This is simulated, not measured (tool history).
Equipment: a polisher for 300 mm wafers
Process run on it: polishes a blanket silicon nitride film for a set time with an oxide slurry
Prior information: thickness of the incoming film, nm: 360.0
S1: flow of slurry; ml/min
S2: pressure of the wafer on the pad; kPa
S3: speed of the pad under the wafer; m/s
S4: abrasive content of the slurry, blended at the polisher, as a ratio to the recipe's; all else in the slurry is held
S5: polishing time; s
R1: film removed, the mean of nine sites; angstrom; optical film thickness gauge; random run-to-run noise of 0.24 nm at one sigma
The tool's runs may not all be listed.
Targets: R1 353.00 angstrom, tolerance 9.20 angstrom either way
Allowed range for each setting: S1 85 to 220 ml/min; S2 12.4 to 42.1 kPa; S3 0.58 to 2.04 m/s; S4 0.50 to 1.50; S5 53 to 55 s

| run | hour | S1 | S2 | S3 | S4 | S5 | R1 |
|---|---|---|---|---|---|---|---|
| 1 | 0.0 | 140 | 26.9 | 1.30 | 1.00 | 53 | 449.93 |
| 2 | 6.5 | 135 | 25.5 | 1.30 | 1.00 | 53 | 429.40 |
| 3 | 8.3 | 135 | 25.5 | 1.46 | 1.00 | 53 | 471.07 |
| 4 | 16.0 | 135 | 25.5 | 1.46 | 0.90 | 53 | 441.82 |
| 5 | 17.0 | 130 | 24.1 | 1.46 | 0.90 | 53 | 412.54 |
| 6 | 18.1 | 125 | 23.4 | 1.46 | 0.90 | 53 | 399.95 |
| 7 | 22.4 | 120 | 22.8 | 1.46 | 0.90 | 53 | 386.15 |
| 8 | 28.5 | 120 | 22.8 | 1.46 | 0.90 | 53 | 387.35 |
| 9 | 30.3 | 115 | 22.1 | 1.46 | 0.90 | 53 | 372.53 |
| 10 | 32.9 | 110 | 22.1 | 1.46 | 0.90 | 53 | 367.93 |
| 11 | 35.7 | 105 | 22.1 | 1.46 | 0.90 | 53 | 365.96 |

Of the 5 settings listed for the next run, only one would bring every result within its allowed miss of target. Which one?
| A | 38.5 | 105 | 20.7 | 1.60 | 0.90 | 55 | ? |
| B | 38.5 | 110 | 22.8 | 1.48 | 0.85 | 55 | ? |
| C | 38.5 | 85 | 20.0 | 1.48 | 1.10 | 53 | ? |
| D | 38.5 | 100 | 22.8 | 1.46 | 0.85 | 55 | ? |
| E | 38.5 | 90 | 22.8 | 1.48 | 0.95 | 53 | ? |

| move | R1 |
|---|---|
| A | 382.91 |
| B | 384.42 |
| C | 356.79 |
| D | 372.43 |
| E | 378.59 |
A: the biggest miss grows against the last run
B: the biggest miss grows against the last run
C: every result lands within tolerance
D: the biggest miss grows against the last run
E: the biggest miss grows against the last run
The move that meets every target is C.
